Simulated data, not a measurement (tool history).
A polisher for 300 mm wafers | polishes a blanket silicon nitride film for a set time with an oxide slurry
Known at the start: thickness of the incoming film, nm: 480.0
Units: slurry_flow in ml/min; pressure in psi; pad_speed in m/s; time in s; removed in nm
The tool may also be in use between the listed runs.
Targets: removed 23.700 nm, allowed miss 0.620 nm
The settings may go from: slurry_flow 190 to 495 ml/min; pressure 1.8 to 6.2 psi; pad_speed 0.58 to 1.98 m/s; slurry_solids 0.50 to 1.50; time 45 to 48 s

run 1 hour=0.0 | slurry_flow=320 pressure=4.0 pad_speed=1.28 slurry_solids=1.00 time=45 | removed=34.375
run 2 hour=8.0 | slurry_flow=320 pressure=3.6 pad_speed=1.28 slurry_solids=1.00 time=45 | removed=30.445
run 3 hour=11.8 | slurry_flow=320 pressure=3.4 pad_speed=1.28 slurry_solids=1.00 time=45 | removed=29.176
run 4 hour=19.5 | slurry_flow=395 pressure=3.4 pad_speed=1.28 slurry_solids=1.00 time=45 | removed=29.823
run 5 hour=22.3 | slurry_flow=390 pressure=3.2 pad_speed=1.28 slurry_solids=1.00 time=45 | removed=28.108
run 6 hour=24.8 | slurry_flow=390 pressure=3.2 pad_speed=1.28 slurry_solids=1.00 time=48 | removed=29.405
run 7 hour=26.2 | slurry_flow=390 pressure=3.0 pad_speed=1.28 slurry_solids=1.00 time=48 | removed=27.941
run 8 hour=27.9 | slurry_flow=390 pressure=2.9 pad_speed=1.28 slurry_solids=1.00 time=48 | removed=27.033
run 9 hour=31.1 | slurry_flow=385 pressure=2.8 pad_speed=1.28 slurry_solids=1.00 time=48 | removed=26.228
run 10 hour=39.3 | slurry_flow=380 pressure=2.7 pad_speed=1.28 slurry_solids=1.00 time=48 | removed=25.350
run 11 hour=45.9 | slurry_flow=375 pressure=2.7 pad_speed=1.28 slurry_solids=1.00 time=48 | removed=25.321
run 12 hour=49.2 | slurry_flow=370 pressure=2.7 pad_speed=1.28 slurry_solids=1.00 time=48 | removed=25.218
run 13 hour=56.8 | slurry_flow=360 pressure=2.7 pad_speed=1.28 slurry_solids=1.00 time=48 | removed=25.227
run 14 hour=62.7 | slurry_flow=355 pressure=2.7 pad_speed=1.28 slurry_solids=1.00 time=48 | removed=25.081
run 15 hour=71.4 | slurry_flow=345 pressure=2.7 pad_speed=1.28 slurry_solids=1.00 time=48 | removed=25.240
run 16 hour=73.3 | slurry_flow=345 pressure=2.4 pad_speed=1.28 slurry_solids=1.00 time=48 | removed=22.476
run 17 hour=81.4 | slurry_flow=355 pressure=2.4 pad_speed=1.28 slurry_solids=1.00 time=48 | removed=22.361
run 18 hour=84.9 | slurry_flow=365 pressure=2.4 pad_speed=1.28 slurry_solids=1.00 time=48 | removed=22.512

4 next moves are on the table. One of them brings every result within its allowed miss. Which?
run A hour=88.4 | slurry_flow=380 pressure=2.4 pad_speed=1.20 slurry_solids=1.05 time=45 | removed=?
run B hour=88.4 | slurry_flow=380 pressure=2.3 pad_speed=1.42 slurry_solids=1.10 time=46 | removed=?
run C hour=88.4 | slurry_flow=330 pressure=2.6 pad_speed=1.56 slurry_solids=0.90 time=46 | removed=?
run D hour=88.4 | slurry_flow=295 pressure=2.6 pad_speed=1.18 slurry_solids=1.05 time=46 | removed=?

move=A removed=20.641
move=B removed=23.491
move=C removed=25.592
move=D removed=21.995
A: further off than the last run
B: meets every target
C: takes the result that was furthest off past its target
D: further off than the last run
Move B is the one to make.
